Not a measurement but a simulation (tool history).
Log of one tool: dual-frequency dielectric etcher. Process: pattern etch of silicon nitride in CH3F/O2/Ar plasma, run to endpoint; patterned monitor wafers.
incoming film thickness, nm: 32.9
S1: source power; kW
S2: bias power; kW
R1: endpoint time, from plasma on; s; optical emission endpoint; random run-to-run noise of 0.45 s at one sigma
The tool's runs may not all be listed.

Run 1, hour 0: S1 0.38 kW, S2 0.052 kW. Result: R1 57.749 s.
Run 2, hour 7.5: S1 0.38 kW, S2 0.047 kW. Result: R1 57.735 s.
Run 3, hour 13.5: S1 0.38 kW, S2 0.052 kW. Result: R1 56.773 s.
Run 4, hour 20.7: S1 0.38 kW, S2 0.058 kW. Result: R1 55.181 s.
Run 5, hour 29.2: S1 0.38 kW, S2 0.063 kW. Result: R1 54.941 s.
Run 6, hour 33.4: S1 0.38 kW, S2 0.054 kW. Result: R1 56.795 s.
Run 7, hour 38.5: S1 0.33 kW, S2 0.047 kW. Result: R1 62.65 s.

Expected results for the next run?
Run 8, hour 45.8: S1 0.3 kW, S2 0.046 kW. Result: R1 ?.

R1: 66.822 s

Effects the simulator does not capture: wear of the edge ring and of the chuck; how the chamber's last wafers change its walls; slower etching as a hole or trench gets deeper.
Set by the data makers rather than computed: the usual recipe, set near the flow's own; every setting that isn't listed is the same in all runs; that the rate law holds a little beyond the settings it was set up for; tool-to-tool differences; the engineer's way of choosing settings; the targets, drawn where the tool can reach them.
